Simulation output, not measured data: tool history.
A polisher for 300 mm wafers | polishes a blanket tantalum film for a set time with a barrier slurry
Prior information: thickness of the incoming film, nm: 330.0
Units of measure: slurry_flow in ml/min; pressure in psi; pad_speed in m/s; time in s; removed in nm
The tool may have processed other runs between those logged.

run,day,slurry_flow,pressure,pad_speed,slurry_solids,time,removed
1,0,255,1.6,1.24,1,79,146.06
2,0.2,255,1.8,1.24,1,79,156.32
3,0.425,255,1.8,1.24,0.9,79,153.85
4,0.55,255,2,1.28,0.9,79,170.94
5,0.738,255,2.2,1.32,0.9,79,189.47
6,1.088,255,2.2,1.32,0.7,79,173.53
7,1.208,260,2.6,1.48,0.7,79,223.29

Forecast run 8:
8,1.258,260,2.6,1.52,0.7,79,?

removed: 229.41 nm
